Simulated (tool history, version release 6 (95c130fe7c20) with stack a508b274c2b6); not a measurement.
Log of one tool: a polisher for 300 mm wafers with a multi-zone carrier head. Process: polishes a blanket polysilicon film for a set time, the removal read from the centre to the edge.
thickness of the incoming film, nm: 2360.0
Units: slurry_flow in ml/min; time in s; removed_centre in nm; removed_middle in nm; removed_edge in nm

run 1 day=0 | slurry_flow=280 centre_zone=1 middle_zone=1 edge_zone=1 time=76 | removed_centre=874.72 removed_middle=891.89 removed_edge=876.88
run 2 day=0.221 | slurry_flow=280 centre_zone=0.99 middle_zone=1.01 edge_zone=0.98 time=74 | removed_centre=829.34 removed_middle=888.66 removed_edge=852.33
run 3 day=0.388 | slurry_flow=280 centre_zone=0.93 middle_zone=1.01 edge_zone=0.98 time=74 | removed_centre=782.23 removed_middle=864 removed_edge=854.3
run 4 day=0.583 | slurry_flow=280 centre_zone=0.93 middle_zone=1.01 edge_zone=0.98 time=84 | removed_centre=892.35 removed_middle=965.15 removed_edge=962.38
run 5 day=0.667 | slurry_flow=280 centre_zone=0.93 middle_zone=1.09 edge_zone=0.98 time=84 | removed_centre=890.7 removed_middle=1080.5 removed_edge=961.54
run 6 day=0.725 | slurry_flow=345 centre_zone=0.93 middle_zone=1.09 edge_zone=0.98 time=84 | removed_centre=912.77 removed_middle=1063.3 removed_edge=969.67

Run 7 comes next. What will it give?
run 7 day=0.825 | slurry_flow=350 centre_zone=0.94 middle_zone=1.09 edge_zone=0.96 time=80 | removed_centre=? removed_middle=? removed_edge=?

{"run 7": {"removed_centre": 867.1, "removed_middle": 1065.9, "removed_edge": 928.38}}
